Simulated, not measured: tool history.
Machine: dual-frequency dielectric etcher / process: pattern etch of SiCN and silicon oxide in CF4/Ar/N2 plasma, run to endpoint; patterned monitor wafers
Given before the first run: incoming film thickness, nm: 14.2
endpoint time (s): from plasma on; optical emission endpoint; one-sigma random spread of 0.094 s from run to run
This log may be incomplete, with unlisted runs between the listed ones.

{"run": 1, "hour": 0.0, "source power (W)": 400, "bias power (W)": 56, "Ar flow (sccm)": 95, "CF4 flow (sccm)": 71, "endpoint time (s)": 22.336}
{"run": 2, "hour": 2.3, "source power (W)": 400, "bias power (W)": 56, "Ar flow (sccm)": 95, "CF4 flow (sccm)": 77, "endpoint time (s)": 21.999}
{"run": 3, "hour": 5.8, "source power (W)": 370, "bias power (W)": 56, "Ar flow (sccm)": 95, "CF4 flow (sccm)": 77, "endpoint time (s)": 23.751}
{"run": 4, "hour": 9.9, "source power (W)": 370, "bias power (W)": 52, "Ar flow (sccm)": 95, "CF4 flow (sccm)": 77, "endpoint time (s)": 24.33}
{"run": 5, "hour": 10.7, "source power (W)": 370, "bias power (W)": 52, "Ar flow (sccm)": 95, "CF4 flow (sccm)": 90, "endpoint time (s)": 23.905}
{"run": 6, "hour": 12.4, "source power (W)": 320, "bias power (W)": 52, "Ar flow (sccm)": 95, "CF4 flow (sccm)": 90, "endpoint time (s)": 27.334}
{"run": 7, "hour": 21.2, "source power (W)": 370, "bias power (W)": 53, "Ar flow (sccm)": 95, "CF4 flow (sccm)": 90, "endpoint time (s)": 23.748}

The next listed run, before its measurement:
{"run": 8, "hour": 25.6, "source power (W)": 400, "bias power (W)": 54, "Ar flow (sccm)": 95, "CF4 flow (sccm)": 90, "endpoint time (s)": "?"}

{"run 8": {"endpoint time (s)": 21.91}}
